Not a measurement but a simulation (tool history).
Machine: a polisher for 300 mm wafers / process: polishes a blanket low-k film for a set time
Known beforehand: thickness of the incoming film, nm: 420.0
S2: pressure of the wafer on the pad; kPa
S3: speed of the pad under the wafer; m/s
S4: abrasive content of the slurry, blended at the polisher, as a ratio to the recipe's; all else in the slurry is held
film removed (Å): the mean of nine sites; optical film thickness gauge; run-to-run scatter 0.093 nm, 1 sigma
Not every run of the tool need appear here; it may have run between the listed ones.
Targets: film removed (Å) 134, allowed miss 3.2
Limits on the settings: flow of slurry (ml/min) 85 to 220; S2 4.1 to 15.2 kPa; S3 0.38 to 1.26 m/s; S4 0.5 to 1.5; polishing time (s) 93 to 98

run 1 day=0 | flow_of_slurry_(ml/min)=140 S2=9.7 S3=0.82 S4=1 polishing_time_(s)=93 | film_removed_(Å)=217.82
run 2 day=0.204 | flow_of_slurry_(ml/min)=140 S2=9.7 S3=0.82 S4=0.9 polishing_time_(s)=93 | film_removed_(Å)=208.89
run 3 day=0.35 | flow_of_slurry_(ml/min)=140 S2=9.7 S3=1 S4=0.9 polishing_time_(s)=93 | film_removed_(Å)=247.02
run 4 day=0.379 | flow_of_slurry_(ml/min)=135 S2=9 S3=1 S4=0.9 polishing_time_(s)=93 | film_removed_(Å)=228.97
run 5 day=0.621 | flow_of_slurry_(ml/min)=135 S2=9 S3=1 S4=0.9 polishing_time_(s)=93 | film_removed_(Å)=228.33
run 6 day=0.817 | flow_of_slurry_(ml/min)=170 S2=9 S3=1 S4=0.9 polishing_time_(s)=93 | film_removed_(Å)=237.88
run 7 day=0.908 | flow_of_slurry_(ml/min)=165 S2=8.3 S3=1 S4=0.9 polishing_time_(s)=93 | film_removed_(Å)=216.2
run 8 day=0.983 | flow_of_slurry_(ml/min)=160 S2=7.6 S3=1 S4=0.9 polishing_time_(s)=93 | film_removed_(Å)=201.22
run 9 day=1.296 | flow_of_slurry_(ml/min)=155 S2=6.9 S3=1 S4=0.9 polishing_time_(s)=93 | film_removed_(Å)=183.51
run 10 day=1.388 | flow_of_slurry_(ml/min)=150 S2=6.9 S3=1 S4=0.9 polishing_time_(s)=93 | film_removed_(Å)=181.28
run 11 day=1.621 | flow_of_slurry_(ml/min)=145 S2=6.9 S3=1 S4=0.9 polishing_time_(s)=93 | film_removed_(Å)=180.22
run 12 day=1.854 | flow_of_slurry_(ml/min)=140 S2=6.9 S3=1 S4=0.9 polishing_time_(s)=93 | film_removed_(Å)=180.07
run 13 day=1.9 | flow_of_slurry_(ml/min)=135 S2=6.9 S3=1 S4=0.9 polishing_time_(s)=93 | film_removed_(Å)=177.1
run 14 day=2.042 | flow_of_slurry_(ml/min)=130 S2=6.9 S3=1 S4=0.9 polishing_time_(s)=93 | film_removed_(Å)=177.1
run 15 day=2.104 | flow_of_slurry_(ml/min)=125 S2=6.9 S3=1 S4=0.9 polishing_time_(s)=93 | film_removed_(Å)=175.35
run 16 day=2.321 | flow_of_slurry_(ml/min)=120 S2=6.9 S3=1 S4=0.9 polishing_time_(s)=93 | film_removed_(Å)=171.91
run 17 day=2.383 | flow_of_slurry_(ml/min)=115 S2=6.9 S3=1 S4=0.9 polishing_time_(s)=93 | film_removed_(Å)=169.64
run 18 day=2.746 | flow_of_slurry_(ml/min)=110 S2=6.9 S3=1 S4=0.9 polishing_time_(s)=93 | film_removed_(Å)=169.14
run 19 day=3.029 | flow_of_slurry_(ml/min)=105 S2=6.9 S3=1 S4=0.9 polishing_time_(s)=93 | film_removed_(Å)=168.85

5 candidate next runs follow, results not yet known. Just one meets every target within its allowed miss. Identify it.
run A day=3.312 | flow_of_slurry_(ml/min)=85 S2=9.7 S3=0.96 S4=0.85 polishing_time_(s)=93 | film_removed_(Å)=?
run B day=3.312 | flow_of_slurry_(ml/min)=115 S2=9 S3=1.02 S4=0.95 polishing_time_(s)=98 | film_removed_(Å)=?
run C day=3.312 | flow_of_slurry_(ml/min)=95 S2=5.5 S3=0.98 S4=1.05 polishing_time_(s)=93 | film_removed_(Å)=?
run D day=3.312 | flow_of_slurry_(ml/min)=105 S2=4.8 S3=0.98 S4=0.85 polishing_time_(s)=93 | film_removed_(Å)=?
run E day=3.312 | flow_of_slurry_(ml/min)=95 S2=6.9 S3=0.94 S4=0.95 polishing_time_(s)=98 | film_removed_(Å)=?

move=A film_removed_(Å)=204.28
move=B film_removed_(Å)=237.49
move=C film_removed_(Å)=133.4
move=D film_removed_(Å)=114.4
move=E film_removed_(Å)=163.69
A: the biggest miss grows against the last run
B: the biggest miss grows against the last run
C: hits every target within its allowed miss
D: takes the biggest miss from the last run beyond its target
E: moves toward the targets from the last run without getting all of them in spec
Move C is the one to make.
